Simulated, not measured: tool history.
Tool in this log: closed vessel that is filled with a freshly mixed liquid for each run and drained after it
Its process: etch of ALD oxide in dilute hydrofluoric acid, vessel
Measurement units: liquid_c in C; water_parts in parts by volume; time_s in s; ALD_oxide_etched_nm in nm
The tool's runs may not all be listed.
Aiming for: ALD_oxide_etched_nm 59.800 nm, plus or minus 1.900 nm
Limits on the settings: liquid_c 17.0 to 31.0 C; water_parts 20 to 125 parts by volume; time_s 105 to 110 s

| run | hour | liquid_c | water_parts | time_s | ALD_oxide_etched_nm |
|---|---|---|---|---|---|
| 1 | 0.0 | 23.0 | 70 | 105 | 31.461 |
| 2 | 5.2 | 23.0 | 45 | 105 | 50.130 |
| 3 | 8.2 | 23.0 | 30 | 105 | 76.746 |
| 4 | 9.4 | 21.5 | 30 | 105 | 72.746 |
| 5 | 18.3 | 20.5 | 30 | 105 | 69.612 |
| 6 | 27.4 | 20.5 | 45 | 105 | 45.359 |
| 7 | 35.0 | 21.5 | 45 | 105 | 46.751 |
| 8 | 38.0 | 22.5 | 45 | 105 | 48.881 |
|  | 45.5 | thermometer replaced |
| 9 | 45.5 | 24.0 | 45 | 105 | 48.359 |
| 10 | 51.3 | 24.0 | 40 | 105 | 53.190 |

5 next moves are on the table. One of them brings every result within its allowed miss. Which?
| A | 57.1 | 20.5 | 30 | 110 | ? |
| B | 57.1 | 23.5 | 35 | 110 | ? |
| C | 57.1 | 24.5 | 35 | 110 | ? |
| D | 57.1 | 25.0 | 35 | 105 | ? |
| E | 57.1 | 18.5 | 30 | 110 | ? |

| move | ALD_oxide_etched_nm |
|---|---|
| A | 65.913 |
| B | 63.749 |
| C | 66.461 |
| D | 64.768 |
| E | 60.450 |
A: pushes the last run's worst result past its target
B: pushes the last run's worst result past its target
C: pushes the last run's worst result past its target
D: pushes the last run's worst result past its target
E: hits every target within its allowed miss
E is the move that brings every result within its allowed miss.
